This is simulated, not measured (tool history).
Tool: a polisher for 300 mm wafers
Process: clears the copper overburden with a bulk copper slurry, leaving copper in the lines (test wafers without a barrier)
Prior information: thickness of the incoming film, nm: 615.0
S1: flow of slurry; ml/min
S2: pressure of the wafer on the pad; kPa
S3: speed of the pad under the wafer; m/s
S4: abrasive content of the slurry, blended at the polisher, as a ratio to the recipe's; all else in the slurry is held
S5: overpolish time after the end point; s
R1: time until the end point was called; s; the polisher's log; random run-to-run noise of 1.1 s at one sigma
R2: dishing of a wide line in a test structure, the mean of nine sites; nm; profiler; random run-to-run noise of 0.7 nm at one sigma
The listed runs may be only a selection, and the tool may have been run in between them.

{"run": 1, "hour": 0.0, "S1": 155, "S2": 17.9, "S3": 0.96, "S4": 1, "S5": 19, "R1": 97.012, "R2": 73.902}
{"run": 2, "hour": 5.7, "S1": 150, "S2": 17.2, "S3": 0.96, "S4": 1, "S5": 20, "R1": 101.22, "R2": 73.174}
{"run": 3, "hour": 9.4, "S1": 150, "S2": 17.2, "S3": 0.96, "S4": 1.15, "S5": 20, "R1": 97.001, "R2": 76.257}
{"run": 4, "hour": 13.2, "S1": 150, "S2": 20, "S3": 0.96, "S4": 1.15, "S5": 20, "R1": 85.058, "R2": 83.767}
{"run": 5, "hour": 19.4, "S1": 125, "S2": 20, "S3": 0.96, "S4": 1.15, "S5": 20, "R1": 87.437, "R2": 82.969}
{"run": 6, "hour": 26.9, "S1": 120, "S2": 18.6, "S3": 0.96, "S4": 1.15, "S5": 20, "R1": 95.064, "R2": 77.649}
{"run": 7, "hour": 33.6, "S1": 120, "S2": 18.6, "S3": 0.96, "S4": 1.15, "S5": 20, "R1": 95.054, "R2": 77.912}
{"run": 8, "hour": 42.6, "S1": 115, "S2": 17.2, "S3": 0.96, "S4": 1.15, "S5": 20, "R1": 102.25, "R2": 73.847}
{"run": 9, "hour": 49.2, "S1": 110, "S2": 16.5, "S3": 0.96, "S4": 1.15, "S5": 20, "R1": 106.34, "R2": 71.429}

For run 10, what comes out?
{"run": 10, "hour": 53.6, "S1": 110, "S2": 15.9, "S3": 0.96, "S4": 1.15, "S5": 20, "R1": "?", "R2": "?"}

R1: 110.42 s
R2: 70.69 nm
